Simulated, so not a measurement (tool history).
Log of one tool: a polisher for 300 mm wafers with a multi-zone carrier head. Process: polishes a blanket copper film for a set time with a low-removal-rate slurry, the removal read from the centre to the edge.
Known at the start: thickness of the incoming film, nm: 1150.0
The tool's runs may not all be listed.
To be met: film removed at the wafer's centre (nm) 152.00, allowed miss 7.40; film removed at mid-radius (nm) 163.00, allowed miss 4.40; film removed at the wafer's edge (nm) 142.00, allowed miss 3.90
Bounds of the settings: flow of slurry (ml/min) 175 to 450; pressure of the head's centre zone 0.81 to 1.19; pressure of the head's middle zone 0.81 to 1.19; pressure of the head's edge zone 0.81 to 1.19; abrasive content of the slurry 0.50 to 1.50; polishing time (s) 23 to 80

run,hour,flow of slurry (ml/min),pressure of the head's centre zone,pressure of the head's middle zone,pressure of the head's edge zone,abrasive content of the slurry,polishing time (s),film removed at the wafer's centre (nm),film removed at mid-radius (nm),film removed at the wafer's edge (nm)
1,0.0,290,1.00,1.00,1.00,1.00,51,163.32,153.85,165.77
2,2.2,345,1.00,1.00,1.00,1.00,51,167.32,158.72,169.98
3,5.9,345,1.00,1.08,1.00,1.00,51,168.01,170.91,169.63
4,13.0,345,1.08,1.08,1.00,1.00,51,177.98,169.93,169.93
5,14.5,325,1.06,1.09,0.95,0.95,51,175.42,168.18,163.35
6,21.6,325,1.06,1.09,0.95,0.95,61,208.77,201.36,197.79
7,22.4,320,1.04,1.11,0.92,0.85,59,190.91,198.11,184.71
8,23.1,315,1.04,1.11,0.89,0.75,57,180.40,185.96,171.55
9,28.8,310,1.04,1.11,0.87,0.70,56,180.19,179.67,162.60
10,29.8,275,0.94,1.10,0.81,0.50,54,145.80,163.22,147.54

4 next moves are on the table. One of them brings every result within its allowed miss. Which?
A,30.8,205,0.89,1.02,0.83,0.70,58,?,?,?
B,30.8,260,0.99,1.01,0.85,0.50,57,?,?,?
C,30.8,295,1.04,1.06,0.81,0.50,55,?,?,?
D,30.8,290,1.00,1.13,0.81,0.50,52,?,?,?

move,film removed at the wafer's centre (nm),film removed at mid-radius (nm),film removed at the wafer's edge (nm)
A,141.41,157.94,156.85
B,159.21,157.07,156.21
C,166.10,161.87,150.43
D,150.49,161.17,141.76
A: further off than the last run
B: further off than the last run
C: further off than the last run
D: meets every target
Answer: D
